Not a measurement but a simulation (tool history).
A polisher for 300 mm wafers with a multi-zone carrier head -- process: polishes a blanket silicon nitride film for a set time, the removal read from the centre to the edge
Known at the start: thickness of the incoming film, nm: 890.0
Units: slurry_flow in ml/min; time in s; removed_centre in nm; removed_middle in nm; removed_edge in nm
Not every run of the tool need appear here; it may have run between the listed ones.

run  hour  slurry_flow  centre_zone  middle_zone  edge_zone  time  removed_centre  removed_middle  removed_edge
  1   0.0          300         1.00         1.00       1.00    33          91.850          89.247        92.267
  2   5.4          300         1.00         1.00       1.05    33          91.772          88.201        93.313
  3   7.2          245         1.00         1.00       1.05    33          90.152          89.033        94.603
  4   8.4          245         1.00         1.00       1.05    41         111.290         108.000       118.210
     16.6  -- edge zone pressure recalibrated
  5  16.6          245         1.08         1.00       1.05    41         121.460         110.500       114.790
  6  24.6          245         1.08         1.00       1.05    33          98.630          88.695        90.853

Estimate the outcome of run 7 from the log above:
  7  28.9          250         1.10         1.00       1.03    32               ?               ?             ?

Run 7 yielded removed_centre 95.470 nm, removed_middle 85.032 nm, removed_edge 89.196 nm.
